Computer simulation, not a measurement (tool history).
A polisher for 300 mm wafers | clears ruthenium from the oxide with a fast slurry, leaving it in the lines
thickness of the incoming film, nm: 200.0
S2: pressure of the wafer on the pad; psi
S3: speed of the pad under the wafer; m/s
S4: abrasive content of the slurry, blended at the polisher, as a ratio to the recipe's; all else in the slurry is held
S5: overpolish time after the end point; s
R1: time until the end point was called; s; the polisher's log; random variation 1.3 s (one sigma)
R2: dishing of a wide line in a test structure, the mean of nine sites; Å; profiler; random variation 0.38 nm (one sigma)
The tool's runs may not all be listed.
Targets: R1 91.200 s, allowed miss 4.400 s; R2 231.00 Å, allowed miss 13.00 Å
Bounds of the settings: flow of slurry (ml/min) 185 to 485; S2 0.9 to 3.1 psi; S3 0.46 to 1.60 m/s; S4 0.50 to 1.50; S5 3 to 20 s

run 1 hour=0.0 | flow_of_slurry_(ml/min)=310 S2=2.0 S3=1.02 S4=1.00 S5=10 | R1=62.665 R2=277.78
run 2 hour=6.3 | flow_of_slurry_(ml/min)=310 S2=2.0 S3=1.02 S4=1.00 S5=7 | R1=64.505 R2=199.30
run 3 hour=9.3 | flow_of_slurry_(ml/min)=310 S2=2.0 S3=1.02 S4=0.85 S5=7 | R1=66.875 R2=185.67
run 4 hour=17.4 | flow_of_slurry_(ml/min)=315 S2=1.7 S3=1.02 S4=0.95 S5=8 | R1=73.018 R2=196.86
run 5 hour=21.2 | flow_of_slurry_(ml/min)=315 S2=1.7 S3=1.02 S4=1.15 S5=8 | R1=69.794 R2=199.43
-- hour=29.0 head pressure recalibrated
run 6 hour=29.0 | flow_of_slurry_(ml/min)=315 S2=2.1 S3=1.02 S4=1.15 S5=8 | R1=62.680 R2=222.94
run 7 hour=34.6 | flow_of_slurry_(ml/min)=315 S2=1.7 S3=1.00 S4=1.15 S5=9 | R1=74.686 R2=214.63
run 8 hour=40.9 | flow_of_slurry_(ml/min)=315 S2=1.6 S3=1.00 S4=1.15 S5=10 | R1=79.005 R2=219.81
run 9 hour=49.1 | flow_of_slurry_(ml/min)=315 S2=1.5 S3=1.00 S4=1.15 S5=11 | R1=85.502 R2=229.71

Which of these 5 next moves meets every target?
run A hour=57.3 | flow_of_slurry_(ml/min)=315 S2=1.5 S3=1.06 S4=1.05 S5=9 | R1=? R2=?
run B hour=57.3 | flow_of_slurry_(ml/min)=345 S2=1.3 S3=0.94 S4=1.05 S5=16 | R1=? R2=?
run C hour=57.3 | flow_of_slurry_(ml/min)=390 S2=1.1 S3=1.24 S4=0.85 S5=12 | R1=? R2=?
run D hour=57.3 | flow_of_slurry_(ml/min)=315 S2=1.4 S3=1.00 S4=1.10 S5=14 | R1=? R2=?
run E hour=57.3 | flow_of_slurry_(ml/min)=335 S2=1.7 S3=0.82 S4=0.85 S5=15 | R1=? R2=?

move=A R1=81.351 R2=197.49
move=B R1=101.360 R2=270.10
move=C R1=92.648 R2=227.31
move=D R1=89.622 R2=267.68
move=E R1=99.937 R2=258.61
A: further off than the last run
B: takes the result that was furthest off past its target
C: meets every target
D: brings the result that was furthest off to its target, and leaves another outside
E: takes the result that was furthest off past its target
Answer: C
